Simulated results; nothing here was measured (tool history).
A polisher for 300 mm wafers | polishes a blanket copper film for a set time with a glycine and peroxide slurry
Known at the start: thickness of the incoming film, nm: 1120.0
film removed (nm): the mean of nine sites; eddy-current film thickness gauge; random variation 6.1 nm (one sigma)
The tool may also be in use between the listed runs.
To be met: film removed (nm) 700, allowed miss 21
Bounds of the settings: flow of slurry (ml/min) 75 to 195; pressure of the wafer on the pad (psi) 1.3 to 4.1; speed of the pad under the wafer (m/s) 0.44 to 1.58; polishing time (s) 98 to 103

run  hour  flow of slurry (ml/min)  pressure of the wafer on the pad (psi)  speed of the pad under the wafer (m/s)  polishing time (s)  film removed (nm)
  1     0                      125                                     2.7                                       1                  98             590.84
  2   8.8                      130                                     2.7                                       1                  98             604.94
  3  10.9                      130                                     2.5                                       1                  98             566.67
  4  11.7                      135                                     2.5                                       1                  98             567.86
  5  20.4                      110                                     2.5                                       1                  98             557.23
  6  23.3                      110                                     2.6                                       1                  98             577.83
  7    32                      110                                     2.7                                       1                  98             585.27
  8  34.9                      110                                     2.8                                       1                  98             607.83
  9    37                      110                                     2.9                                       1                  98             628.31
 10    46                      115                                     3.1                                       1                  98             671.29

Which of these 5 next moves meets every target?
  A    55                      120                                     3.2                                    0.88                  98                  ?
  B    55                      130                                     3.1                                    0.92                  98                  ?
  C    55                      125                                     3.3                                    0.88                  98                  ?
  D    55                      110                                     3.1                                    0.96                  98                  ?
  E    55                       90                                       3                                    1.12                 100                  ?

move  film removed (nm)
   A             606.67
   B             620.26
   C             626.07
   D             626.93
   E             686.75
A: further off than the last run
B: further off than the last run
C: further off than the last run
D: further off than the last run
E: meets every target
The right move is E.

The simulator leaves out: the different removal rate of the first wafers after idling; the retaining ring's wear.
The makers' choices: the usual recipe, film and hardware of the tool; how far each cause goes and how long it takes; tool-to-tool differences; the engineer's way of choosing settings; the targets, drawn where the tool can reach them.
